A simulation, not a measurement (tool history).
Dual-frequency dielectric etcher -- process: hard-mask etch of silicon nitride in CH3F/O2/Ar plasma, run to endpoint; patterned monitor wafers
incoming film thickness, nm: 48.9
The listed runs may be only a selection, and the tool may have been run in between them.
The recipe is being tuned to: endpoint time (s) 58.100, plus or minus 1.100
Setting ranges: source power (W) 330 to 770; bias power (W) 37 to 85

run 1 day=0.000 | source_power_(W)=550 bias_power_(W)=61 | endpoint_time_(s)=68.378
run 2 day=0.204 | source_power_(W)=550 bias_power_(W)=69 | endpoint_time_(s)=65.551
run 3 day=0.300 | source_power_(W)=550 bias_power_(W)=59 | endpoint_time_(s)=69.560
run 4 day=0.446 | source_power_(W)=550 bias_power_(W)=67 | endpoint_time_(s)=66.420
run 5 day=0.667 | source_power_(W)=600 bias_power_(W)=68 | endpoint_time_(s)=64.458
run 6 day=0.867 | source_power_(W)=650 bias_power_(W)=68 | endpoint_time_(s)=62.909
run 7 day=1.217 | source_power_(W)=680 bias_power_(W)=70 | endpoint_time_(s)=61.689
run 8 day=1.242 | source_power_(W)=700 bias_power_(W)=72 | endpoint_time_(s)=59.755
run 9 day=1.467 | source_power_(W)=710 bias_power_(W)=72 | endpoint_time_(s)=59.996

Which of these 5 next moves meets every target?
run A day=1.692 | source_power_(W)=570 bias_power_(W)=79 | endpoint_time_(s)=?
run B day=1.692 | source_power_(W)=770 bias_power_(W)=72 | endpoint_time_(s)=?
run C day=1.692 | source_power_(W)=650 bias_power_(W)=68 | endpoint_time_(s)=?
run D day=1.692 | source_power_(W)=770 bias_power_(W)=79 | endpoint_time_(s)=?
run E day=1.692 | source_power_(W)=770 bias_power_(W)=83 | endpoint_time_(s)=?

move=A endpoint_time_(s)=62.104
move=B endpoint_time_(s)=58.492
move=C endpoint_time_(s)=62.954
move=D endpoint_time_(s)=56.603
move=E endpoint_time_(s)=55.610
A: its largest miss is bigger than the last run's
B: hits every target within its allowed miss
C: its largest miss is bigger than the last run's
D: moves the result that the last run missed by most past its target, out the other side
E: moves the result that the last run missed by most past its target, out the other side
B meets every target.
